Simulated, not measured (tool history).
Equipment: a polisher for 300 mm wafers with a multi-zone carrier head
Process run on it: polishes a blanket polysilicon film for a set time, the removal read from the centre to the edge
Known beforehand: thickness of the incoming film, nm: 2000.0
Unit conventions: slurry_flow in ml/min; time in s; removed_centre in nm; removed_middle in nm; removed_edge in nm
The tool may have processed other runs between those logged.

run	hour	slurry_flow	centre_zone	middle_zone	edge_zone	time	removed_centre	removed_middle	removed_edge
1	0	260	1	1	1	83	305.65	293.32	295.1
2	4.5	265	0.99	1.01	1.02	84	309.03	293.44	302.26
3	6.5	265	1.04	1.01	1.02	84	324.33	292.82	296.93
4	7.2	265	1.04	1.01	1.05	84	321.46	301	303.33
5	10.7	310	1.04	1.01	1.05	84	328.05	297.74	309.39
6	14.9	310	1.03	1.03	1.07	84	323.67	306.66	313.24
7	18	315	1.02	1.04	1.08	84	314.57	308.48	312.91
8	24.4	330	0.96	1.12	1.18	92	326.32	360.62	363.75
9	32.9	325	0.96	1.12	1.18	92	330.66	363.7	359.68
10	36.5	325	0.95	1.12	1.18	92	326.98	359.29	358.64

Forecast run 11:
11	37.7	325	0.94	1.12	1.18	92	?	?	?

{"run 11": {"removed_centre": 326.03, "removed_middle": 358.48, "removed_edge": 359.5}}
